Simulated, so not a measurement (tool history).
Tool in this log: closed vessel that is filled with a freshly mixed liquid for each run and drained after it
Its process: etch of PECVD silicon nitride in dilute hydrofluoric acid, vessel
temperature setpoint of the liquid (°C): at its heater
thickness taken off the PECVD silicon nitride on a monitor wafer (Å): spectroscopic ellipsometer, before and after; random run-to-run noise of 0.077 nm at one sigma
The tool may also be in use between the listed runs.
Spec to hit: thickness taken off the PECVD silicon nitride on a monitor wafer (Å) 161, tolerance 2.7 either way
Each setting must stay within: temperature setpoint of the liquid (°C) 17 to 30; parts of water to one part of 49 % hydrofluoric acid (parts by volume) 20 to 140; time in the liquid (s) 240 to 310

run,day,temperature setpoint of the liquid (°C),parts of water to one part of 49 % hydrofluoric acid (parts by volume),time in the liquid (s),thickness taken off the PECVD silicon nitride on a monitor wafer (Å)
1,0,22,75,310,193.68
2,0.308,22,75,310,194.14
3,0.358,21.5,75,310,188.23
4,0.488,21,75,310,181.03
5,0.708,21,75,310,182.21
6,0.942,21,75,310,181.98
7,0.979,20.5,75,310,175.2
8,1.017,20,75,310,170.36

Which single option among these 4 for the next run brings every result within its allowed miss of target? Just one does.
A,1.054,20.5,75,285,?
B,1.054,21.5,70,285,?
C,1.054,19,65,305,?
D,1.054,19.5,65,300,?

move,thickness taken off the PECVD silicon nitride on a monitor wafer (Å)
A,161.28
B,184.72
C,178.91
D,182.2
A: every result lands within tolerance
B: its largest miss is bigger than the last run's
C: its largest miss is bigger than the last run's
D: its largest miss is bigger than the last run's
Go with A: it meets all targets.
